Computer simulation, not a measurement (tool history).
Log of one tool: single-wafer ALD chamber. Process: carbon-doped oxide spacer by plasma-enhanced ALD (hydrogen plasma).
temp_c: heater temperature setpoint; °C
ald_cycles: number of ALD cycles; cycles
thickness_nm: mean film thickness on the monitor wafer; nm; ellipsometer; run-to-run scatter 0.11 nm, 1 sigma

run	hour	temp_c	ald_cycles	thickness_nm
1	0.0	380	358	19.224
2	2.3	380	365	19.673
3	10.5	370	365	19.613
4	19.2	370	371	19.806
5	27.6	370	377	20.279
6	31.3	370	381	20.511

The next listed run, before its measurement:
7	34.2	370	385	?

thickness_nm: 20.555 nm

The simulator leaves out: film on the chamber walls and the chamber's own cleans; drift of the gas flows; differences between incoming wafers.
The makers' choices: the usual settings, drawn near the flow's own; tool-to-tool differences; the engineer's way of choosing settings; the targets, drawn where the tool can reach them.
